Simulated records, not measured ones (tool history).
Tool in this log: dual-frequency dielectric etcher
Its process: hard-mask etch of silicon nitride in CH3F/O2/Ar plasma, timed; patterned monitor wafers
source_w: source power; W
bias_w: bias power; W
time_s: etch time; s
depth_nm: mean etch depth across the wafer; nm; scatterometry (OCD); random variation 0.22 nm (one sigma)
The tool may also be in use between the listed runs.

| run | hour | source_w | bias_w | time_s | depth_nm |
|---|---|---|---|---|---|
| 1 | 0.0 | 550 | 98 | 78.0 | 65.834 |
| 2 | 3.6 | 550 | 107 | 78.0 | 67.973 |
| 3 | 10.2 | 560 | 108 | 78.0 | 68.443 |
| 4 | 17.8 | 470 | 108 | 78.0 | 64.689 |
| 5 | 26.6 | 470 | 108 | 78.0 | 64.691 |
| 6 | 35.1 | 560 | 108 | 78.0 | 68.558 |
| 7 | 38.0 | 570 | 109 | 78.0 | 69.362 |
| 8 | 44.8 | 580 | 109 | 78.0 | 69.615 |
| 9 | 47.9 | 580 | 109 | 78.0 | 69.749 |
| 10 | 55.9 | 590 | 109 | 78.0 | 70.057 |

Expected results for the next run?
| 11 | 60.9 | 600 | 109 | 78.0 | ? |

depth_nm: 70.108 nm
